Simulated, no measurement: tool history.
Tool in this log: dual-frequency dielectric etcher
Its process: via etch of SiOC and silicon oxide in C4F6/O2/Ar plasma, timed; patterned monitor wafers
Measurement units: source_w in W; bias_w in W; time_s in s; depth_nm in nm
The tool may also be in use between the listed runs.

{"run": 1, "hour": 0.0, "source_w": 400, "bias_w": 138, "time_s": 65.5, "depth_nm": 71.011}
{"run": 2, "hour": 7.0, "source_w": 350, "bias_w": 138, "time_s": 65.5, "depth_nm": 66.753}
{"run": 3, "hour": 14.4, "source_w": 350, "bias_w": 138, "time_s": 69.0, "depth_nm": 70.57}
{"run": 4, "hour": 22.3, "source_w": 350, "bias_w": 138, "time_s": 65.5, "depth_nm": 67.072}
{"run": 5, "hour": 26.4, "source_w": 390, "bias_w": 138, "time_s": 65.5, "depth_nm": 69.878}
{"run": 6, "hour": 34.0, "source_w": 370, "bias_w": 137, "time_s": 65.5, "depth_nm": 67.962}

The next listed run, before its measurement:
{"run": 7, "hour": 39.5, "source_w": 350, "bias_w": 136, "time_s": 65.5, "depth_nm": "?"}

depth_nm: 66.484 nm
